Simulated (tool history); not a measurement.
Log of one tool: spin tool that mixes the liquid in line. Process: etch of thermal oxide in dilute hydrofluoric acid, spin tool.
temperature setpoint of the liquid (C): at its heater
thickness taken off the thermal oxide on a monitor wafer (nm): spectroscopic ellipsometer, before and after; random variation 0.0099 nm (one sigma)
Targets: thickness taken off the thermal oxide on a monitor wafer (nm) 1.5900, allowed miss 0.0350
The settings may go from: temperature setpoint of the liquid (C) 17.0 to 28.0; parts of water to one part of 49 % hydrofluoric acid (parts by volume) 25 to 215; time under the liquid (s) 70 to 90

run	hour	temperature setpoint of the liquid (C)	parts of water to one part of 49 % hydrofluoric acid (parts by volume)	time under the liquid (s)	thickness taken off the thermal oxide on a monitor wafer (nm)
1	0.0	20.0	120	90	2.7536
2	0.8	23.0	120	90	3.1412
3	5.2	19.5	120	90	2.7089
4	11.3	19.0	135	90	2.3020
5	13.8	17.0	135	90	2.1271
6	16.4	17.0	145	90	1.9472
7	16.9	17.0	150	90	1.8877
8	23.0	17.0	150	90	1.8936
9	23.9	17.0	155	90	1.8296

4 next moves are on the table. One of them brings every result within its allowed miss. Which?
A	24.8	17.0	115	70	?
B	24.8	20.5	160	90	?
C	24.8	17.0	165	85	?
D	24.8	17.5	140	90	?

move	thickness taken off the thermal oxide on a monitor wafer (nm)
A	2.0110
B	2.0511
C	1.6225
D	2.1164
A: further off than the last run
B: further off than the last run
C: meets every target
D: further off than the last run
Answer: C

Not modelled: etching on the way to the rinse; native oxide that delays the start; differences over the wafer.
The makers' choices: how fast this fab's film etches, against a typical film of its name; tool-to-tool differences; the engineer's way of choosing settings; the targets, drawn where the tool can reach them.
